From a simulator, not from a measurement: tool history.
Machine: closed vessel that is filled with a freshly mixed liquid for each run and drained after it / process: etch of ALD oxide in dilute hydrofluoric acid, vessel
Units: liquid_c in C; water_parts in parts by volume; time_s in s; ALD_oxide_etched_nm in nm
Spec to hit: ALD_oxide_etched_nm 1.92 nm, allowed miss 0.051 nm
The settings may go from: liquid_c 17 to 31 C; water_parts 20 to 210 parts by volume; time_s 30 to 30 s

| run | hour | liquid_c | water_parts | time_s | ALD_oxide_etched_nm |
|---|---|---|---|---|---|
| 1 | 0 | 23 | 115 | 30 | 3.1905 |
| 2 | 0.9 | 23 | 85 | 30 | 4.5776 |
| 3 | 4.1 | 23 | 85 | 30 | 4.4937 |
| 4 | 8.1 | 21.5 | 85 | 30 | 4.2483 |
| 5 | 9.2 | 21.5 | 65 | 30 | 5.7107 |
| 6 | 10.1 | 20 | 90 | 30 | 3.7854 |
| 7 | 12.6 | 19 | 105 | 30 | 3.0331 |
| 8 | 16.4 | 18.5 | 115 | 30 | 2.6892 |
| 9 | 21.9 | 17 | 150 | 30 | 1.8523 |

Of the 5 settings listed for the next run, only one would bring every result within its allowed miss of target. Which one?
| A | 27.4 | 17.5 | 140 | 30 | ? |
| B | 27.4 | 17 | 140 | 30 | ? |
| C | 27.4 | 17 | 145 | 30 | ? |
| D | 27.4 | 18 | 165 | 30 | ? |
| E | 27.4 | 17 | 135 | 30 | ? |

| move | ALD_oxide_etched_nm |
|---|---|
| A | 2.0818 |
| B | 2.0394 |
| C | 1.9595 |
| D | 1.7588 |
| E | 2.1254 |
A: carries the result that was furthest off beyond its target, to the other side
B: carries the result that was furthest off beyond its target, to the other side
C: all results in spec
D: lands further from the targets than the last run did
E: carries the result that was furthest off beyond its target, to the other side
The move that meets every target is C.

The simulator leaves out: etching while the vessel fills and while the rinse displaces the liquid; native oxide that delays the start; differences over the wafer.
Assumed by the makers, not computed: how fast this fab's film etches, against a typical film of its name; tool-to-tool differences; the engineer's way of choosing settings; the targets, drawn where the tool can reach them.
